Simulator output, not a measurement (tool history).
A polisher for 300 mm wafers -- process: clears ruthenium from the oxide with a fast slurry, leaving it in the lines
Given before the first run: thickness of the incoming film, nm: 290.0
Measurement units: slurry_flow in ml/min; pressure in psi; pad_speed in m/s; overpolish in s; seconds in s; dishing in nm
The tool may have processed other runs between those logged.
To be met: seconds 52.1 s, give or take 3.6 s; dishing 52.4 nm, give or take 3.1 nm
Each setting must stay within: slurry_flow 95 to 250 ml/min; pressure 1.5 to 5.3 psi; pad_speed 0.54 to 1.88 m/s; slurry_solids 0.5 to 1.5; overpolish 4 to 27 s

| run | day | slurry_flow | pressure | pad_speed | slurry_solids | overpolish | seconds | dishing |
|---|---|---|---|---|---|---|---|---|
| 1 | 0 | 160 | 3.4 | 1.2 | 1 | 14 | 35.182 | 68.254 |
| 2 | 0.175 | 160 | 3.3 | 1.2 | 1 | 14 | 36.024 | 66.088 |
| 3 | 0.4 | 140 | 3.3 | 1.2 | 1 | 14 | 37 | 66.078 |
| 4 | 0.467 | 140 | 3.3 | 1.2 | 1 | 19 | 38.057 | 80.897 |
| 5 | 0.492 | 140 | 3.2 | 1.2 | 1 | 19 | 38.76 | 82.847 |
| 6 | 0.771 | 140 | 3.1 | 1.2 | 1 | 18 | 38.156 | 74.477 |
| 7 | 0.883 | 140 | 3 | 1.2 | 1 | 18 | 39.604 | 72.962 |
| 8 | 0.996 | 140 | 2.9 | 1.2 | 1 | 18 | 41.576 | 71.782 |
| 9 | 1.112 | 140 | 2.2 | 1.16 | 1 | 15 | 53.67 | 48.238 |

Which one of the following 5 next-run settings gets every result inside its allowed miss? There is exactly one.
| A | 1.229 | 155 | 3.2 | 0.96 | 0.75 | 12 | ? | ? |
| B | 1.229 | 145 | 2.2 | 1.04 | 1.5 | 15 | ? | ? |
| C | 1.229 | 155 | 2.3 | 1.24 | 0.85 | 13 | ? | ? |
| D | 1.229 | 140 | 2.4 | 1.14 | 1 | 13 | ? | ? |
| E | 1.229 | 130 | 2.3 | 1 | 1.35 | 12 | ? | ? |

| move | seconds | dishing |
|---|---|---|
| A | 56.182 | 41.513 |
| B | 53.526 | 52.109 |
| C | 55.947 | 44.598 |
| D | 54.065 | 45.903 |
| E | 56.278 | 41.452 |
A: misses by more than the last run did
B: all results in spec
C: misses by more than the last run did
D: misses by more than the last run did
E: misses by more than the last run did
B meets every target.
